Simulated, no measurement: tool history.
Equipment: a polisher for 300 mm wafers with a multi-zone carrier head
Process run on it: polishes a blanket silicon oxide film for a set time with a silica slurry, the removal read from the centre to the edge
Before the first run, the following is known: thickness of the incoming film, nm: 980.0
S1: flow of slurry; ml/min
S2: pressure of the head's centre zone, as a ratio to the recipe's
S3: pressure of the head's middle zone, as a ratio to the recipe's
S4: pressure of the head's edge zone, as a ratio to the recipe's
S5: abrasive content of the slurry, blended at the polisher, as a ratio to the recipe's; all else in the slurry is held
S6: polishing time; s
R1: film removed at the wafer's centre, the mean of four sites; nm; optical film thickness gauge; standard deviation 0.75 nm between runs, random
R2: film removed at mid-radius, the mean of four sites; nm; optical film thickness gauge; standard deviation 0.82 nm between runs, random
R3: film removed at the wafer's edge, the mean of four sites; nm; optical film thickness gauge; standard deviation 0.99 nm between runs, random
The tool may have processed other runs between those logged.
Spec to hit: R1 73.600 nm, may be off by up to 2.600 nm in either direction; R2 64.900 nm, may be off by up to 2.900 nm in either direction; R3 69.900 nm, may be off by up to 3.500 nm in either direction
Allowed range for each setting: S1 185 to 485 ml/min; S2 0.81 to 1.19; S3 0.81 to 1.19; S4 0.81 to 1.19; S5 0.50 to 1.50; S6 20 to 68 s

| run | hour | S1 | S2 | S3 | S4 | S5 | S6 | R1 | R2 | R3 |
|---|---|---|---|---|---|---|---|---|---|---|
| 1 | 0.0 | 310 | 1.00 | 1.00 | 1.00 | 1.00 | 44 | 151.740 | 150.440 | 152.910 |
| 2 | 3.2 | 310 | 1.00 | 1.00 | 1.00 | 1.00 | 33 | 114.020 | 113.210 | 113.130 |
| 3 | 5.5 | 310 | 1.00 | 1.07 | 1.00 | 1.00 | 33 | 113.720 | 122.510 | 114.340 |
| 4 | 9.1 | 310 | 1.00 | 1.04 | 0.99 | 0.95 | 32 | 106.150 | 109.950 | 109.040 |
| 5 | 11.9 | 315 | 1.02 | 1.05 | 0.98 | 0.90 | 31 | 100.730 | 100.880 | 98.268 |
| 6 | 16.3 | 315 | 1.02 | 1.04 | 0.97 | 0.85 | 31 | 97.064 | 95.522 | 94.487 |
| 7 | 22.3 | 315 | 1.02 | 1.03 | 0.95 | 0.80 | 31 | 90.707 | 92.035 | 88.463 |
| 8 | 26.1 | 315 | 1.02 | 1.00 | 0.94 | 0.75 | 31 | 86.143 | 83.387 | 83.728 |
| 9 | 31.4 | 315 | 1.02 | 0.98 | 0.92 | 0.75 | 31 | 85.539 | 81.163 | 83.424 |
| 10 | 40.4 | 315 | 1.02 | 0.97 | 0.91 | 0.75 | 31 | 85.915 | 82.559 | 82.399 |
| 11 | 43.1 | 315 | 1.02 | 0.95 | 0.90 | 0.75 | 31 | 84.938 | 78.590 | 80.881 |
| 12 | 47.5 | 315 | 1.02 | 0.95 | 0.90 | 0.75 | 31 | 84.791 | 79.035 | 80.530 |
| 13 | 50.9 | 315 | 1.02 | 0.93 | 0.89 | 0.75 | 31 | 84.404 | 76.125 | 81.554 |
|  | 59.5 | worn pad replaced by a new one |
| 14 | 59.5 | 315 | 1.03 | 0.92 | 0.85 | 0.50 | 30 | 47.070 | 42.485 | 44.320 |
| 15 | 66.0 | 330 | 1.13 | 1.02 | 0.95 | 0.50 | 28 | 49.255 | 44.305 | 42.520 |
| 16 | 73.4 | 330 | 1.12 | 1.01 | 0.95 | 0.55 | 28 | 58.976 | 52.740 | 53.360 |
| 17 | 74.5 | 340 | 1.12 | 1.01 | 0.96 | 0.55 | 28 | 59.482 | 52.252 | 53.402 |
| 18 | 77.9 | 360 | 1.11 | 1.01 | 0.96 | 0.55 | 28 | 59.279 | 53.396 | 52.091 |

Which of these 5 next moves meets every target?
| A | 81.3 | 380 | 1.19 | 1.03 | 0.92 | 0.60 | 30 | ? | ? | ? |
| B | 81.3 | 280 | 1.09 | 0.96 | 1.00 | 0.60 | 32 | ? | ? | ? |
| C | 81.3 | 420 | 1.19 | 0.95 | 0.86 | 0.50 | 28 | ? | ? | ? |
| D | 81.3 | 185 | 0.85 | 0.81 | 1.15 | 0.65 | 26 | ? | ? | ? |
| E | 81.3 | 215 | 0.86 | 0.84 | 1.10 | 0.95 | 24 | ? | ? | ? |

| move | R1 | R2 | R3 |
|---|---|---|---|
| A | 78.439 | 67.620 | 65.025 |
| B | 74.594 | 66.365 | 70.739 |
| C | 52.453 | 42.240 | 42.210 |
| D | 50.474 | 50.335 | 66.743 |
| E | 69.585 | 70.516 | 88.413 |
A: takes the result that was furthest off past its target
B: hits every target within its allowed miss
C: its largest miss is bigger than the last run's
D: its largest miss is bigger than the last run's
E: no nearer and no further than the last run
So the answer is move B, the one that meets all the targets.

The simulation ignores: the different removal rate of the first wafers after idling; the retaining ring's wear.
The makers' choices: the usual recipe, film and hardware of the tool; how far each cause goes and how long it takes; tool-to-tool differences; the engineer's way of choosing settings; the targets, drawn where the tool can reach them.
